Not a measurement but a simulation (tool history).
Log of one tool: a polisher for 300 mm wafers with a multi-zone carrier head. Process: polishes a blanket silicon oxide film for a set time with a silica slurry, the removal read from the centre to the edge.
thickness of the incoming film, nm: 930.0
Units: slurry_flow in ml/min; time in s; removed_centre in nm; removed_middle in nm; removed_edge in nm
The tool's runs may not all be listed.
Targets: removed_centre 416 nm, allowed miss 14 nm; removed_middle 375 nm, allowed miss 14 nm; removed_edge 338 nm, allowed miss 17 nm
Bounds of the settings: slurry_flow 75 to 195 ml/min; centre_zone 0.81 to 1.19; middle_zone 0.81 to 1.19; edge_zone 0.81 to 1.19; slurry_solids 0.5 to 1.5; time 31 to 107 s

run 1 hour=0 | slurry_flow=125 centre_zone=1 middle_zone=1 edge_zone=1 slurry_solids=1 time=69 | removed_centre=289.23 removed_middle=286.87 removed_edge=282.05
run 2 hour=7.5 | slurry_flow=135 centre_zone=1.03 middle_zone=1.02 edge_zone=1.01 slurry_solids=1.05 time=69 | removed_centre=308.68 removed_middle=305 removed_edge=299.53
run 3 hour=10.6 | slurry_flow=110 centre_zone=1.03 middle_zone=1.02 edge_zone=1.01 slurry_solids=1.05 time=69 | removed_centre=291.75 removed_middle=293.78 removed_edge=290.73
run 4 hour=18.4 | slurry_flow=125 centre_zone=1.06 middle_zone=1.04 edge_zone=1 slurry_solids=1.05 time=69 | removed_centre=316.19 removed_middle=309.16 removed_edge=291.08
run 5 hour=26.7 | slurry_flow=125 centre_zone=1.06 middle_zone=1.04 edge_zone=1.03 slurry_solids=1.05 time=69 | removed_centre=307.47 removed_middle=299.72 removed_edge=299.41
run 6 hour=28.1 | slurry_flow=125 centre_zone=1.06 middle_zone=1.04 edge_zone=0.98 slurry_solids=1.05 time=69 | removed_centre=308.36 removed_middle=307 removed_edge=289.17
run 7 hour=33.4 | slurry_flow=160 centre_zone=1.16 middle_zone=1.12 edge_zone=1.03 slurry_solids=1.2 time=69 | removed_centre=380.38 removed_middle=362.83 removed_edge=340.87
run 8 hour=41.6 | slurry_flow=165 centre_zone=1.17 middle_zone=1.11 edge_zone=1.01 slurry_solids=1.2 time=69 | removed_centre=388.26 removed_middle=363.32 removed_edge=328.97
run 9 hour=49.2 | slurry_flow=170 centre_zone=1.17 middle_zone=1.11 edge_zone=1.01 slurry_solids=1.2 time=69 | removed_centre=393 removed_middle=368.23 removed_edge=328.28
run 10 hour=55.1 | slurry_flow=175 centre_zone=1.17 middle_zone=1.11 edge_zone=1.01 slurry_solids=1.2 time=69 | removed_centre=399.39 removed_middle=366.88 removed_edge=331.7
run 11 hour=57.4 | slurry_flow=180 centre_zone=1.17 middle_zone=1.11 edge_zone=1.01 slurry_solids=1.2 time=69 | removed_centre=399.62 removed_middle=368.17 removed_edge=330.13

Which of these 5 next moves meets every target?
run A hour=59.7 | slurry_flow=195 centre_zone=1.19 middle_zone=1.19 edge_zone=0.92 slurry_solids=1.15 time=66 | removed_centre=? removed_middle=? removed_edge=?
run B hour=59.7 | slurry_flow=185 centre_zone=1.19 middle_zone=1.08 edge_zone=0.98 slurry_solids=1.3 time=68 | removed_centre=? removed_middle=? removed_edge=?
run C hour=59.7 | slurry_flow=160 centre_zone=1.17 middle_zone=1.04 edge_zone=1.11 slurry_solids=1.3 time=64 | removed_centre=? removed_middle=? removed_edge=?
run D hour=59.7 | slurry_flow=190 centre_zone=1.15 middle_zone=1.05 edge_zone=1.16 slurry_solids=1.3 time=63 | removed_centre=? removed_middle=? removed_edge=?
run E hour=59.7 | slurry_flow=135 centre_zone=1.12 middle_zone=0.99 edge_zone=1.19 slurry_solids=1.2 time=75 | removed_centre=? removed_middle=? removed_edge=?

move=A removed_centre=385.76 removed_middle=381.98 removed_edge=298.32
move=B removed_centre=419.47 removed_middle=382.74 removed_edge=335.94
move=C removed_centre=378.47 removed_middle=340.78 removed_edge=330.74
move=D removed_centre=378.07 removed_middle=347.53 removed_edge=339.65
move=E removed_centre=394.77 removed_middle=356.7 removed_edge=377.66
A: further off than the last run
B: meets every target
C: further off than the last run
D: further off than the last run
E: further off than the last run
Answer: B
